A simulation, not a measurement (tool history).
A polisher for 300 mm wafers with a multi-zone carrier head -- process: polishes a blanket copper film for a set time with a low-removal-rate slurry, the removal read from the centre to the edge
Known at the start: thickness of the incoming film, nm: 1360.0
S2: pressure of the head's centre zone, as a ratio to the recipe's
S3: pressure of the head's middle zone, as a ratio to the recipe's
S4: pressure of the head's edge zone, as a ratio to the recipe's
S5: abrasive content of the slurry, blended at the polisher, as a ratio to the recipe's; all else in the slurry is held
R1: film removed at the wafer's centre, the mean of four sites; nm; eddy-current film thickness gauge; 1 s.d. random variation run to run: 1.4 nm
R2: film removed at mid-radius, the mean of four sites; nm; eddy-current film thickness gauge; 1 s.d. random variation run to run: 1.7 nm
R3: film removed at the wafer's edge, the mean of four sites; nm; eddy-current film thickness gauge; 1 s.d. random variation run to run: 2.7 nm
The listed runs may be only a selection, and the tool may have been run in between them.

{"run": 1, "day": 0.0, "flow of slurry (ml/min)": 300, "S2": 1, "S3": 1, "S4": 1, "S5": 1, "polishing time (s)": 89, "R1": 235.96, "R2": 229.88, "R3": 238.29}
{"run": 2, "day": 0.25, "flow of slurry (ml/min)": 295, "S2": 1.01, "S3": 0.94, "S4": 0.96, "S5": 0.85, "polishing time (s)": 88, "R1": 233.43, "R2": 212.62, "R3": 222.32}
{"run": 3, "day": 0.375, "flow of slurry (ml/min)": 295, "S2": 1.01, "S3": 0.94, "S4": 0.88, "S5": 0.85, "polishing time (s)": 88, "R1": 230.56, "R2": 209.24, "R3": 217.35}
{"run": 4, "day": 0.542, "flow of slurry (ml/min)": 295, "S2": 1.01, "S3": 0.98, "S4": 0.88, "S5": 0.85, "polishing time (s)": 88, "R1": 232.61, "R2": 216.3, "R3": 216.39}
{"run": 5, "day": 0.875, "flow of slurry (ml/min)": 295, "S2": 1.01, "S3": 1.03, "S4": 0.88, "S5": 0.85, "polishing time (s)": 88, "R1": 231.94, "R2": 227.9, "R3": 212.97}
{"run": 6, "day": 0.962, "flow of slurry (ml/min)": 285, "S2": 1, "S3": 0.96, "S4": 0.87, "S5": 0.75, "polishing time (s)": 87, "R1": 218.94, "R2": 203.34, "R3": 207.28}

Run 7, settings as shown, results not yet in. Your forecast:
{"run": 7, "day": 1.121, "flow of slurry (ml/min)": 275, "S2": 1.01, "S3": 0.92, "S4": 0.86, "S5": 0.7, "polishing time (s)": 87, "R1": "?", "R2": "?", "R3": "?"}

{"run 7": {"R1": 222.58, "R2": 193.8, "R3": 209.37}}

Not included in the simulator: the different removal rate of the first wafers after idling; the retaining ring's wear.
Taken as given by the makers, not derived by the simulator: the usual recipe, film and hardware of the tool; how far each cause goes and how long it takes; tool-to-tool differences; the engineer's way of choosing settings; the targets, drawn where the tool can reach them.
